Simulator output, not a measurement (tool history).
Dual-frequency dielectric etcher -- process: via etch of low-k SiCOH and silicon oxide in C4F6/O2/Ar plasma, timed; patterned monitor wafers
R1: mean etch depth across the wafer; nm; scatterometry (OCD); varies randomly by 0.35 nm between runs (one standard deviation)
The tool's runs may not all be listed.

Run 1, hour 0.0: source power (W) 370, bias power (W) 146, etch time (s) 35.5. Result: R1 90.858 nm.
Run 2, hour 6.7: source power (W) 380, bias power (W) 147, etch time (s) 35.5. Result: R1 91.023 nm.
Run 3, hour 13.6: source power (W) 400, bias power (W) 149, etch time (s) 35.5. Result: R1 94.250 nm.
Run 4, hour 14.9: source power (W) 400, bias power (W) 149, etch time (s) 35.5. Result: R1 94.184 nm.
Run 5, hour 17.4: source power (W) 400, bias power (W) 132, etch time (s) 35.5. Result: R1 91.107 nm.
Run 6, hour 22.2: source power (W) 410, bias power (W) 133, etch time (s) 35.5. Result: R1 92.245 nm.
Run 7, hour 27.9: source power (W) 420, bias power (W) 134, etch time (s) 35.5. Result: R1 93.389 nm.

Forecast run 8:
Run 8, hour 34.8: source power (W) 430, bias power (W) 135, etch time (s) 35.5. Result: R1 ?.

R1: 94.711 nm

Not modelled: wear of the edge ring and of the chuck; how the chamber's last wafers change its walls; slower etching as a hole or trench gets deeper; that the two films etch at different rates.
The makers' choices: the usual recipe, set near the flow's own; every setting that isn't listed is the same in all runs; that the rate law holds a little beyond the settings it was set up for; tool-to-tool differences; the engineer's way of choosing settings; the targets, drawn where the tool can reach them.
